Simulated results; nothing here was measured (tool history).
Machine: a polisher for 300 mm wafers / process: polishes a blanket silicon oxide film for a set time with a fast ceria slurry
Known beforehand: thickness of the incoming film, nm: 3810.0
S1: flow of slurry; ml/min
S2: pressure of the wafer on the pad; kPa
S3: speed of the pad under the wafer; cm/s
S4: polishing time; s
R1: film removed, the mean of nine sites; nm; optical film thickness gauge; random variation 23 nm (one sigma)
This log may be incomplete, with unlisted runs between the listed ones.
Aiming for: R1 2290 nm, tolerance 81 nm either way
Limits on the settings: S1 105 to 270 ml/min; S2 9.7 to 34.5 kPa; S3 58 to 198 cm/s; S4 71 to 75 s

Run 1, hour 0: S1 175 ml/min, S2 22.1 kPa, S3 128 cm/s, S4 71 s. Result: R1 1739.2 nm.
Run 2, hour 4.4: S1 135 ml/min, S2 22.1 kPa, S3 128 cm/s, S4 71 s. Result: R1 1615.5 nm.
Run 3, hour 8.7: S1 135 ml/min, S2 22.1 kPa, S3 106 cm/s, S4 71 s. Result: R1 1364 nm.
Run 4, hour 17: S1 135 ml/min, S2 22.1 kPa, S3 130 cm/s, S4 71 s. Result: R1 1663 nm.
Run 5, hour 20.5: S1 105 ml/min, S2 22.1 kPa, S3 130 cm/s, S4 71 s. Result: R1 1608.3 nm.
Run 6, hour 22.5: S1 105 ml/min, S2 22.1 kPa, S3 130 cm/s, S4 71 s. Result: R1 1585.5 nm.
Run 7, hour 24.8: S1 120 ml/min, S2 23.4 kPa, S3 130 cm/s, S4 71 s. Result: R1 1689.1 nm.
At hour 27.5: worn pad replaced by a new one.
Run 8, hour 27.5: S1 135 ml/min, S2 24.8 kPa, S3 130 cm/s, S4 71 s. Result: R1 2009.1 nm.
Run 9, hour 34.9: S1 135 ml/min, S2 24.8 kPa, S3 130 cm/s, S4 71 s. Result: R1 2039.5 nm.

4 candidate next runs follow, results not yet known. Just one meets every target within its allowed miss. Identify it.
Run A, hour 42.3: S1 145 ml/min, S2 26.2 kPa, S3 120 cm/s, S4 74 s. Result: R1 ?.
Run B, hour 42.3: S1 135 ml/min, S2 22.8 kPa, S3 140 cm/s, S4 74 s. Result: R1 ?.
Run C, hour 42.3: S1 145 ml/min, S2 26.9 kPa, S3 134 cm/s, S4 74 s. Result: R1 ?.
Run D, hour 42.3: S1 120 ml/min, S2 22.8 kPa, S3 138 cm/s, S4 75 s. Result: R1 ?.

move      R1
   A  2033.8
   B  2092.7
   C  2294.6
   D  2046.5
A: as far off as the last run
B: closes in on the targets versus the last run, not all within tolerance yet
C: meets every target
D: as far off as the last run
Go with C: it meets all targets.

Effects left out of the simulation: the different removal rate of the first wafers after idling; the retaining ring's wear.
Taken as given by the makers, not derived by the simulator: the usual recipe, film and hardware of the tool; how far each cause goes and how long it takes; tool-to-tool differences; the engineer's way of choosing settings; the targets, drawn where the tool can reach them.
